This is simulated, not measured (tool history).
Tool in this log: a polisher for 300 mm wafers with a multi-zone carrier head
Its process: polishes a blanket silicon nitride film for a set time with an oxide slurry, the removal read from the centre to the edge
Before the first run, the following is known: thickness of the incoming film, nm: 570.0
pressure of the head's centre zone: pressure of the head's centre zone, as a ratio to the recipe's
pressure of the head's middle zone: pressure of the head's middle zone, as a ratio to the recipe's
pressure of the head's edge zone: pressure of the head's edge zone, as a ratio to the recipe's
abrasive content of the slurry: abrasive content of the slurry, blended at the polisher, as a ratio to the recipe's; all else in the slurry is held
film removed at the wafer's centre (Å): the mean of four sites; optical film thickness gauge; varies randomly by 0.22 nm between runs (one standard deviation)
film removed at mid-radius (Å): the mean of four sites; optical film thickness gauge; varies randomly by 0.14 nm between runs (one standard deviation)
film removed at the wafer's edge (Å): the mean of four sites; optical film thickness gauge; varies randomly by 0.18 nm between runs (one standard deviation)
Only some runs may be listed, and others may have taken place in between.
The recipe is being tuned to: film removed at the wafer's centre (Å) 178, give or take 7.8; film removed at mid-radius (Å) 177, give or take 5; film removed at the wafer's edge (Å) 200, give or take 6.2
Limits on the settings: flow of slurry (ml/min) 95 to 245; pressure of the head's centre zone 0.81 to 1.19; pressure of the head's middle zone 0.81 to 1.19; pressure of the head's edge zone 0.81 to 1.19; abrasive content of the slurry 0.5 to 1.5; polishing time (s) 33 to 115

run	day	flow of slurry (ml/min)	pressure of the head's centre zone	pressure of the head's middle zone	pressure of the head's edge zone	abrasive content of the slurry	polishing time (s)	film removed at the wafer's centre (Å)	film removed at mid-radius (Å)	film removed at the wafer's edge (Å)
1	0	155	1	1	1	1	73	381.89	356.74	341.22
2	0.208	140	0.95	0.96	1	0.85	68	306.41	297.98	295.37
3	0.275	140	0.95	1.03	1	0.85	68	311.13	316.97	297.52
4	0.517	130	0.93	0.97	1.01	0.75	64	262.73	267.83	262
5	0.692	120	0.92	0.93	1.03	0.7	62	241.5	238.09	246.43
6	0.771	115	0.9	0.9	1.03	0.65	61	224.56	219.92	229.52
7	0.817	110	0.88	0.88	1.04	0.6	61	210.81	207.42	221.43
# day 1.025: edge zone pressure recalibrated
8	1.025	95	0.81	0.81	1.04	0.5	59	165.8	166.87	205.42
9	1.071	100	0.82	0.82	1.02	0.5	59	173.85	171.05	209.4

4 candidate next runs follow, results not yet known. Just one meets every target within its allowed miss. Identify it.
A	1.117	100	0.81	0.83	1.13	1.05	44	?	?	?
B	1.117	100	0.9	0.92	1.07	0.55	54	?	?	?
C	1.117	95	0.83	0.83	1.02	0.65	54	?	?	?
D	1.117	95	0.85	0.81	0.97	0.5	59	?	?	?

move	film removed at the wafer's centre (Å)	film removed at mid-radius (Å)	film removed at the wafer's edge (Å)
A	171.93	177.41	225.12
B	177.94	179.55	203.41
C	174.49	175.98	212.9
D	173.26	167.24	201.52
A: further off than the last run
B: every result within its allowed miss
C: further off than the last run
D: brings the result that was furthest off to its target, and leaves another outside
The move that meets every target is B.

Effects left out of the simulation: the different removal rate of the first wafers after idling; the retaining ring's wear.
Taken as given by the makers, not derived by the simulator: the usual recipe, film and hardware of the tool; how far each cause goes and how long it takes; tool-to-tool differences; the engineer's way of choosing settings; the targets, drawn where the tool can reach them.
